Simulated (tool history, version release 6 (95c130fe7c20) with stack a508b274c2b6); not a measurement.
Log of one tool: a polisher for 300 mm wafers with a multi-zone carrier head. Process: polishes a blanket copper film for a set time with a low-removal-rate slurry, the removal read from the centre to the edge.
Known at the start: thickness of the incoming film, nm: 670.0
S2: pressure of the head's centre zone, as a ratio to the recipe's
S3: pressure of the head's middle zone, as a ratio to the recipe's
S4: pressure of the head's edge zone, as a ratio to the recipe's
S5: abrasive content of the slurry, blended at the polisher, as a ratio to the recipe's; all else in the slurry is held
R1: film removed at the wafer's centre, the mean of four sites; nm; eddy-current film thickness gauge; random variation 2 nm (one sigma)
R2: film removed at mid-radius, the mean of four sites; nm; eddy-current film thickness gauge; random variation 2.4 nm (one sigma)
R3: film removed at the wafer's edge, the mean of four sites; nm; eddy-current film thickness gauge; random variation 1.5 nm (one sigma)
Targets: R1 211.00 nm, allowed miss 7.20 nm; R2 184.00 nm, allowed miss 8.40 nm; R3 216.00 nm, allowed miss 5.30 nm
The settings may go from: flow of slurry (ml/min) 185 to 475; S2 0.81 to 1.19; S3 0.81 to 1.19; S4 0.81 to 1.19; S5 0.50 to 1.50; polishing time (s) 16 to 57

Run 1, hour 0.0: flow of slurry (ml/min) 305, S2 1.00, S3 1.00, S4 1.00, S5 1.00, polishing time (s) 36. Result: R1 155.88 nm, R2 164.00 nm, R3 160.15 nm.
Run 2, hour 5.2: flow of slurry (ml/min) 330, S2 1.00, S3 1.00, S4 1.00, S5 1.00, polishing time (s) 36. Result: R1 160.21 nm, R2 163.84 nm, R3 161.77 nm.
Run 3, hour 11.7: flow of slurry (ml/min) 330, S2 1.00, S3 1.07, S4 1.00, S5 1.00, polishing time (s) 36. Result: R1 159.72 nm, R2 175.50 nm, R3 159.27 nm.
Run 4, hour 19.4: flow of slurry (ml/min) 335, S2 1.02, S3 1.02, S4 1.05, S5 1.15, polishing time (s) 37. Result: R1 174.67 nm, R2 178.07 nm, R3 177.58 nm.
Run 5, hour 27.6: flow of slurry (ml/min) 335, S2 1.02, S3 1.02, S4 1.09, S5 1.15, polishing time (s) 37. Result: R1 173.19 nm, R2 178.53 nm, R3 180.56 nm.
Run 6, hour 32.0: flow of slurry (ml/min) 345, S2 1.04, S3 0.99, S4 1.12, S5 1.25, polishing time (s) 37. Result: R1 181.45 nm, R2 183.88 nm, R3 183.63 nm.
Run 7, hour 32.6: flow of slurry (ml/min) 300, S2 1.05, S3 0.93, S4 1.14, S5 1.25, polishing time (s) 39. Result: R1 189.20 nm, R2 178.26 nm, R3 197.56 nm.
Run 8, hour 34.7: flow of slurry (ml/min) 300, S2 1.05, S3 0.93, S4 1.14, S5 1.25, polishing time (s) 39. Result: R1 195.49 nm, R2 179.00 nm, R3 195.98 nm.
Run 9, hour 40.8: flow of slurry (ml/min) 295, S2 1.05, S3 0.91, S4 1.16, S5 1.30, polishing time (s) 39. Result: R1 194.85 nm, R2 174.65 nm, R3 200.18 nm.
Run 10, hour 48.4: flow of slurry (ml/min) 300, S2 1.05, S3 0.90, S4 1.17, S5 1.35, polishing time (s) 39. Result: R1 198.78 nm, R2 173.10 nm, R3 203.40 nm.
Run 11, hour 51.0: flow of slurry (ml/min) 305, S2 1.05, S3 0.91, S4 1.18, S5 1.40, polishing time (s) 39. Result: R1 200.91 nm, R2 178.74 nm, R3 206.24 nm.
Run 12, hour 59.8: flow of slurry (ml/min) 305, S2 1.05, S3 0.91, S4 1.18, S5 1.45, polishing time (s) 39. Result: R1 205.37 nm, R2 181.71 nm, R3 210.24 nm.
Run 13, hour 61.4: flow of slurry (ml/min) 305, S2 1.05, S3 0.90, S4 1.19, S5 1.50, polishing time (s) 39. Result: R1 203.87 nm, R2 182.36 nm, R3 213.10 nm.

4 next moves are on the table. One of them brings every result within its allowed miss. Which?
Run A, hour 63.0: flow of slurry (ml/min) 365, S2 1.08, S3 0.93, S4 1.17, S5 1.45, polishing time (s) 38. Result: R1 ?, R2 ?, R3 ?.
Run B, hour 63.0: flow of slurry (ml/min) 300, S2 1.07, S3 0.91, S4 1.19, S5 1.45, polishing time (s) 40. Result: R1 ?, R2 ?, R3 ?.
Run C, hour 63.0: flow of slurry (ml/min) 300, S2 1.01, S3 0.89, S4 1.19, S5 1.45, polishing time (s) 39. Result: R1 ?, R2 ?, R3 ?.
Run D, hour 63.0: flow of slurry (ml/min) 265, S2 1.01, S3 0.96, S4 1.18, S5 1.45, polishing time (s) 40. Result: R1 ?, R2 ?, R3 ?.

move      R1      R2      R3
   A  206.46  183.24  202.65
   B  212.41  187.15  213.03
   C  195.38  179.20  207.76
   D  198.71  194.20  210.79
A: brings the result that was furthest off to its target, and leaves another outside
B: meets every target
C: further off than the last run
D: further off than the last run
The right move is B.
